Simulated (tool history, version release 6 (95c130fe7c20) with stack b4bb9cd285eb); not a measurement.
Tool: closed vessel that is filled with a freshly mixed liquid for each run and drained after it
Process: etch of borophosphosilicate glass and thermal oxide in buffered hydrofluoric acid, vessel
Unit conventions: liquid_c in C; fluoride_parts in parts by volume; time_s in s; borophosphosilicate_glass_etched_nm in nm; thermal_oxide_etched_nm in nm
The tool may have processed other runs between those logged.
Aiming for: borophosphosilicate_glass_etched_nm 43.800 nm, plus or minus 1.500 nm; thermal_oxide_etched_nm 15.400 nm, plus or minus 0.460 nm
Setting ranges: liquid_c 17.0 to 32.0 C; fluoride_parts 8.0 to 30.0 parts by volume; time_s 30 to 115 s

| run | day | liquid_c | fluoride_parts | time_s | borophosphosilicate_glass_etched_nm | thermal_oxide_etched_nm |
|---|---|---|---|---|---|---|
| 1 | 0.000 | 24.0 | 21.5 | 60 | 94.366 | 32.698 |
| 2 | 0.221 | 22.0 | 24.5 | 60 | 76.319 | 27.292 |
| 3 | 0.454 | 21.0 | 26.5 | 55 | 63.476 | 21.955 |
| 4 | 0.758 | 19.5 | 27.5 | 55 | 56.096 | 19.592 |
| 5 | 0.792 | 18.5 | 28.5 | 55 | 51.562 | 18.416 |
| 6 | 1.046 | 17.0 | 28.5 | 55 | 46.849 | 16.801 |
| 7 | 1.412 | 17.0 | 29.0 | 55 | 47.519 | 16.584 |
| 8 | 1.746 | 17.0 | 29.5 | 55 | 46.754 | 16.428 |
| 9 | 1.988 | 17.0 | 30.0 | 55 | 46.176 | 16.303 |
| 10 | 2.288 | 17.0 | 30.0 | 50 | 42.360 | 14.564 |
| 11 | 2.446 | 17.0 | 29.5 | 50 | 42.065 | 14.747 |

Consider the 4 candidate settings below. Which is the only one whose results all fall within their allowed miss of target?
| A | 2.604 | 25.5 | 30.0 | 30 | ? | ? |
| B | 2.604 | 17.0 | 27.0 | 45 | ? | ? |
| C | 2.604 | 17.0 | 28.5 | 50 | ? | ? |
| D | 2.604 | 18.5 | 30.0 | 45 | ? | ? |

| move | borophosphosilicate_glass_etched_nm | thermal_oxide_etched_nm |
|---|---|---|
| A | 40.145 | 14.159 |
| B | 40.458 | 14.197 |
| C | 43.293 | 15.194 |
| D | 40.924 | 14.379 |
A: misses by more than the last run did
B: misses by more than the last run did
C: every result lands within tolerance
D: misses by more than the last run did
The move that meets every target is C.
